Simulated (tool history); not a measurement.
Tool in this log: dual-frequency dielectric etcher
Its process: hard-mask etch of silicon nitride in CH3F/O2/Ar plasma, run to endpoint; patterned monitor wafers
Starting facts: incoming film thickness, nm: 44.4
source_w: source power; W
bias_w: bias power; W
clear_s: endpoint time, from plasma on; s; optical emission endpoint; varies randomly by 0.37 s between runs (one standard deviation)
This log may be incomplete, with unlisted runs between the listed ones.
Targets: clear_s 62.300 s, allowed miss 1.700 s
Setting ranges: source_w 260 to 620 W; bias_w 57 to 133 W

run,hour,source_w,bias_w,clear_s
1,0.0,440,95,53.748
2,7.4,440,105,51.625
3,15.9,420,102,54.288
4,24.9,480,102,50.367
5,27.9,480,96,51.036
6,36.4,510,96,49.148
7,40.7,480,94,51.041
8,44.9,460,93,53.256

Consider the 4 candidate settings below. Which is the only one whose results all fall within their allowed miss of target?
A,49.1,350,83,?
B,49.1,390,99,?
C,49.1,340,81,?
D,49.1,390,78,?

move,clear_s
A,65.656
B,57.511
C,67.533
D,62.598
A: carries the result that was furthest off beyond its target, to the other side
B: nearer the targets than the last run, but a result is still out of spec
C: carries the result that was furthest off beyond its target, to the other side
D: meets every target
Go with D: it meets all targets.
